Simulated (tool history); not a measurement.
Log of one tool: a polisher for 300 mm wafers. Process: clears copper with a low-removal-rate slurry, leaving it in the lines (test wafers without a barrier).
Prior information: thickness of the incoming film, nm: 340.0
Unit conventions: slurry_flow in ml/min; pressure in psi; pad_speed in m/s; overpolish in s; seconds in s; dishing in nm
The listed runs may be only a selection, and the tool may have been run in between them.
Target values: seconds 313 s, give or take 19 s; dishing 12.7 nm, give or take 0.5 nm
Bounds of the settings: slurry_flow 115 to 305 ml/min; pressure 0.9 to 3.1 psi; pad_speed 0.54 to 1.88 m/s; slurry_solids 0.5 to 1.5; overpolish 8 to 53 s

run 1 hour=0 | slurry_flow=195 pressure=2 pad_speed=1.2 slurry_solids=1 overpolish=27 | seconds=131.91 dishing=31.903
run 2 hour=1.7 | slurry_flow=195 pressure=2 pad_speed=1.2 slurry_solids=1.1 overpolish=27 | seconds=129.26 dishing=32.429
run 3 hour=3.3 | slurry_flow=195 pressure=1.7 pad_speed=1.12 slurry_solids=0.95 overpolish=22 | seconds=165.27 dishing=24.382
run 4 hour=5.7 | slurry_flow=195 pressure=1.7 pad_speed=1.12 slurry_solids=1.05 overpolish=22 | seconds=168.32 dishing=24.975
run 5 hour=12 | slurry_flow=195 pressure=1.7 pad_speed=0.88 slurry_solids=1.05 overpolish=22 | seconds=203.07 dishing=21.514
run 6 hour=20.5 | slurry_flow=195 pressure=1.7 pad_speed=0.88 slurry_solids=1.25 overpolish=22 | seconds=198.96 dishing=22.481
run 7 hour=28.2 | slurry_flow=185 pressure=1.2 pad_speed=0.62 slurry_solids=1 overpolish=9 | seconds=403.93 dishing=6.1029
run 8 hour=36.6 | slurry_flow=170 pressure=1.3 pad_speed=0.6 slurry_solids=1.1 overpolish=12 | seconds=367.84 dishing=8.2552
run 9 hour=43.3 | slurry_flow=165 pressure=1.4 pad_speed=0.58 slurry_solids=1.2 overpolish=13 | seconds=340.29 dishing=9.3246
run 10 hour=51 | slurry_flow=160 pressure=1.4 pad_speed=0.58 slurry_solids=1.25 overpolish=14 | seconds=342.18 dishing=9.8805
run 11 hour=54.8 | slurry_flow=160 pressure=1.4 pad_speed=0.58 slurry_solids=1.3 overpolish=15 | seconds=336.32 dishing=10.59
run 12 hour=58.2 | slurry_flow=165 pressure=1.4 pad_speed=0.58 slurry_solids=1.35 overpolish=15 | seconds=339.6 dishing=10.955
run 13 hour=65.4 | slurry_flow=175 pressure=1.4 pad_speed=0.58 slurry_solids=1.35 overpolish=15 | seconds=337.81 dishing=10.98
run 14 hour=69.6 | slurry_flow=175 pressure=1.6 pad_speed=0.56 slurry_solids=1.35 overpolish=21 | seconds=304.57 dishing=15.82
run 15 hour=78.3 | slurry_flow=170 pressure=1.6 pad_speed=0.58 slurry_solids=1.3 overpolish=21 | seconds=293.75 dishing=15.856
run 16 hour=79.6 | slurry_flow=165 pressure=1.6 pad_speed=0.6 slurry_solids=1.25 overpolish=21 | seconds=292.87 dishing=16.016
run 17 hour=82.4 | slurry_flow=165 pressure=1.6 pad_speed=0.62 slurry_solids=1.2 overpolish=20 | seconds=286.62 dishing=15.704
run 18 hour=84.9 | slurry_flow=165 pressure=1.5 pad_speed=0.64 slurry_solids=1.2 overpolish=20 | seconds=296.37 dishing=14.904
run 19 hour=92.6 | slurry_flow=165 pressure=1.5 pad_speed=0.64 slurry_solids=1.15 overpolish=20 | seconds=300.73 dishing=14.656
run 20 hour=93.6 | slurry_flow=165 pressure=1.5 pad_speed=0.64 slurry_solids=1.1 overpolish=20 | seconds=311.58 dishing=15.079

Consider the 4 candidate settings below. Which is the only one whose results all fall within their allowed miss of target?
run A hour=94.6 | slurry_flow=145 pressure=1.6 pad_speed=0.58 slurry_solids=0.9 overpolish=15 | seconds=? dishing=?
run B hour=94.6 | slurry_flow=130 pressure=1.2 pad_speed=0.82 slurry_solids=1.15 overpolish=17 | seconds=? dishing=?
run C hour=94.6 | slurry_flow=120 pressure=1.4 pad_speed=0.7 slurry_solids=1.1 overpolish=31 | seconds=? dishing=?
run D hour=94.6 | slurry_flow=235 pressure=1.5 pad_speed=0.62 slurry_solids=0.9 overpolish=15 | seconds=? dishing=?

move=A seconds=327.68 dishing=10.911
move=B seconds=305.08 dishing=12.733
move=C seconds=311.65 dishing=20.006
move=D seconds=305.88 dishing=11.547
A: takes the result that was furthest off past its target
B: all results land within tolerance of their targets
C: lands further from the targets than the last run did
D: takes the result that was furthest off past its target
Answer: B

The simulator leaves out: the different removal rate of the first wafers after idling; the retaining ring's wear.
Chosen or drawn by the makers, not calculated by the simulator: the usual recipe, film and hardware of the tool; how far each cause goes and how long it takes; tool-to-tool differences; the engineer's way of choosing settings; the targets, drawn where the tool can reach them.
